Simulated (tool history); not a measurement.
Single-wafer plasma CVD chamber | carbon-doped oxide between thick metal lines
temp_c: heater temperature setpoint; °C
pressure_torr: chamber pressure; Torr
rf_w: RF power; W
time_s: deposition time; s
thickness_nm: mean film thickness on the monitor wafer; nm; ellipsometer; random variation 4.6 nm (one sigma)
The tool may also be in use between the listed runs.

run	hour	temp_c	pressure_torr	rf_w	time_s	thickness_nm
1	0	370	4.83	530	182	904.97
2	1.4	366	4.83	530	182	920.56
3	10.2	366	4.49	530	182	903.27
4	11.5	366	4.49	565	182	931.28
5	16.8	366	3.96	565	182	906.79
6	24.3	366	3.96	515	182	870.83

The next listed run, before its measurement:
7	31.9	368	3.78	510	182	?

{"run 7": {"thickness_nm": 865.25}}
